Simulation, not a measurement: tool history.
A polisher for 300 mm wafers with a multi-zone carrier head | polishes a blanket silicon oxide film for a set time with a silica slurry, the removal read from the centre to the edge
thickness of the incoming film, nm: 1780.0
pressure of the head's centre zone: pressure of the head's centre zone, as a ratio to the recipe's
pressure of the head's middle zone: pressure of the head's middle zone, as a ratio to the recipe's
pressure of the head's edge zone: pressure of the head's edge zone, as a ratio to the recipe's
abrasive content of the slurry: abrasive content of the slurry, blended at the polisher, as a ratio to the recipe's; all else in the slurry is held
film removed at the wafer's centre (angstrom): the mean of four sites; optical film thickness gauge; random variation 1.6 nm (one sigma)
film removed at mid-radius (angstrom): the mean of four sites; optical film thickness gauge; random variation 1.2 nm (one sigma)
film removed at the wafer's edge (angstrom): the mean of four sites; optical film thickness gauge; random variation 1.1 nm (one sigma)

run  hour  flow of slurry (ml/min)  pressure of the head's centre zone  pressure of the head's middle zone  pressure of the head's edge zone  abrasive content of the slurry  polishing time (s)  film removed at the wafer's centre (angstrom)  film removed at mid-radius (angstrom)  film removed at the wafer's edge (angstrom)
  1     0                      260                                   1                                   1                                 1                               1                  53                                         1936.9                                 1844.9                                       1830.1
  2   2.9                      260                                   1                                0.94                                 1                               1                  53                                         1924.5                                   1756                                       1839.5
  3   3.8                      260                                0.99                                0.94                              0.98                            0.95                  53                                         1847.9                                 1740.4                                         1788
  4   8.3                      260                                1.04                                0.94                              0.98                            0.95                  53                                         1958.3                                 1736.7                                       1777.7
  5  13.5                      255                                1.03                                0.94                              0.96                             0.9                  53                                         1839.3                                   1697                                       1718.7
  6    14                      255                                1.03                                0.94                              0.96                             0.9                  47                                         1695.7                                   1495                                       1534.9
  7  19.4                      250                                1.02                                0.94                              0.95                             0.9                  47                                         1674.3                                 1496.4                                         1539
  8  23.8                      250                                1.01                                0.94                              0.94                             0.9                  47                                         1664.3                                 1479.7                                       1506.6
  9  25.1                      245                                   1                                0.94                              0.93                             0.9                  47                                         1623.4                                 1508.9                                       1504.6
 10  33.9                      240                                0.99                                0.94                              0.92                             0.9                  47                                         1603.2                                 1498.3                                         1505
 11  42.5                      240                                0.99                                0.94                              0.91                             0.9                  47                                         1617.8                                 1499.9                                       1497.9
 12  47.3                      235                                0.98                                0.94                               0.9                             0.9                  47                                         1595.1                                 1497.4                                       1476.8
 13  48.4                      235                                0.98                                0.94                               0.9                             0.9                  47                                         1571.8                                   1485                                       1471.1
 14  54.9                      230                                0.98                                0.94                              0.89                             0.9                  47                                         1590.5                                 1490.4                                       1444.3

Run 15 comes next. What will it give?
 15  55.9                      225                                0.97                                0.94                              0.89                             0.9                  47                                              ?                                      ?                                            ?

{"run 15": {"film removed at the wafer's centre (angstrom)": 1576.7, "film removed at mid-radius (angstrom)": 1480.9, "film removed at the wafer's edge (angstrom)": 1445.6}}
